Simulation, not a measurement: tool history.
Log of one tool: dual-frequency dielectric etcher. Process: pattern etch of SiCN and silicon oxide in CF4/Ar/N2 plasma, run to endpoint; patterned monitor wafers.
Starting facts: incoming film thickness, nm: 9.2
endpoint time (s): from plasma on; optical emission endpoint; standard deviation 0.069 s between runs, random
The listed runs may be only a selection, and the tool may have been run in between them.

run 1 day=0.000 | source_power_(kW)=0.360 bias_power_(kW)=0.088 Ar_flow_(sccm)=75 CF4_flow_(sccm)=64 | endpoint_time_(s)=10.769
run 2 day=0.038 | source_power_(kW)=0.320 bias_power_(kW)=0.088 Ar_flow_(sccm)=75 CF4_flow_(sccm)=64 | endpoint_time_(s)=11.904
run 3 day=0.392 | source_power_(kW)=0.320 bias_power_(kW)=0.088 Ar_flow_(sccm)=66 CF4_flow_(sccm)=64 | endpoint_time_(s)=11.569
run 4 day=0.612 | source_power_(kW)=0.320 bias_power_(kW)=0.088 Ar_flow_(sccm)=56 CF4_flow_(sccm)=64 | endpoint_time_(s)=11.260
-- day=0.938 source power generator calibrated
run 5 day=0.938 | source_power_(kW)=0.320 bias_power_(kW)=0.098 Ar_flow_(sccm)=56 CF4_flow_(sccm)=64 | endpoint_time_(s)=11.003
run 6 day=1.246 | source_power_(kW)=0.290 bias_power_(kW)=0.089 Ar_flow_(sccm)=63 CF4_flow_(sccm)=61 | endpoint_time_(s)=12.812
run 7 day=1.404 | source_power_(kW)=0.270 bias_power_(kW)=0.085 Ar_flow_(sccm)=64 CF4_flow_(sccm)=61 | endpoint_time_(s)=13.775

Predict the results of run 8:
run 8 day=1.488 | source_power_(kW)=0.260 bias_power_(kW)=0.082 Ar_flow_(sccm)=65 CF4_flow_(sccm)=61 | endpoint_time_(s)=?

Run 8 yielded endpoint time (s) 14.611.

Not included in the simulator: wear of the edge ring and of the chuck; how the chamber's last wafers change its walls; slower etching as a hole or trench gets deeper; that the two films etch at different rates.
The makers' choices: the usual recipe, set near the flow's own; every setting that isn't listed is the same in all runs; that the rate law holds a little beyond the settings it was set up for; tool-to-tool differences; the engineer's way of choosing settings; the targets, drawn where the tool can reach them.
